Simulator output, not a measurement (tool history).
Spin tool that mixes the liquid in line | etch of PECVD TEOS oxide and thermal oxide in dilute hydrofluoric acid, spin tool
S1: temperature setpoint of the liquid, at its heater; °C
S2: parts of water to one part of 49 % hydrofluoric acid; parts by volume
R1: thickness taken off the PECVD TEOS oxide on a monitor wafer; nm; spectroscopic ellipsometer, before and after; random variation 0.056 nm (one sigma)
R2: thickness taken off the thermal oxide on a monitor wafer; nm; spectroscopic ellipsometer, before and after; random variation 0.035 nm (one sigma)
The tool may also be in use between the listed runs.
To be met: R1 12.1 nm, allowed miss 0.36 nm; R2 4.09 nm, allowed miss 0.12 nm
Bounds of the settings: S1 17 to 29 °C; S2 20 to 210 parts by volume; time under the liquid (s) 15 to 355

Run 1, day 0: S1 21 °C, S2 115 parts by volume, time under the liquid (s) 180. Result: R1 17.257 nm, R2 5.7735 nm.
Run 2, day 0.096: S1 21 °C, S2 85 parts by volume, time under the liquid (s) 180. Result: R1 24.365 nm, R2 8.1026 nm.
Run 3, day 0.383: S1 24 °C, S2 85 parts by volume, time under the liquid (s) 180. Result: R1 27.153 nm, R2 9.2892 nm.
Run 4, day 0.717: S1 24 °C, S2 85 parts by volume, time under the liquid (s) 215. Result: R1 32.245 nm, R2 11.109 nm.
Run 5, day 1.021: S1 22.5 °C, S2 105 parts by volume, time under the liquid (s) 215. Result: R1 23.898 nm, R2 8.0708 nm.
Run 6, day 1.333: S1 21.5 °C, S2 115 parts by volume, time under the liquid (s) 215. Result: R1 20.975 nm, R2 7.1474 nm.
Run 7, day 1.446: S1 20.5 °C, S2 125 parts by volume, time under the liquid (s) 215. Result: R1 18.161 nm, R2 6.103 nm.
At day 1.483: hydrofluoric acid flow meter replaced.
Run 8, day 1.483: S1 20 °C, S2 130 parts by volume, time under the liquid (s) 215. Result: R1 19.383 nm, R2 6.5604 nm.
Run 9, day 1.633: S1 19.5 °C, S2 140 parts by volume, time under the liquid (s) 215. Result: R1 17.271 nm, R2 5.9381 nm.
Run 10, day 1.996: S1 19 °C, S2 150 parts by volume, time under the liquid (s) 215. Result: R1 15.746 nm, R2 5.2343 nm.
Run 11, day 2.338: S1 19 °C, S2 160 parts by volume, time under the liquid (s) 215. Result: R1 14.769 nm, R2 4.983 nm.

Which of these 4 next moves meets every target?
Run A, day 2.679: S1 18.5 °C, S2 160 parts by volume, time under the liquid (s) 195. Result: R1 ?, R2 ?.
Run B, day 2.679: S1 17 °C, S2 125 parts by volume, time under the liquid (s) 225. Result: R1 ?, R2 ?.
Run C, day 2.679: S1 21.5 °C, S2 175 parts by volume, time under the liquid (s) 190. Result: R1 ?, R2 ?.
Run D, day 2.679: S1 19.5 °C, S2 160 parts by volume, time under the liquid (s) 175. Result: R1 ?, R2 ?.

move      R1      R2
   A  12.976  4.3578
   B  18.665  6.2683
   C  12.812  4.3025
   D   12.12  4.0702
A: nearer than the last run, and not there yet
B: further off than the last run
C: nearer than the last run, and not there yet
D: meets every target
Answer: D
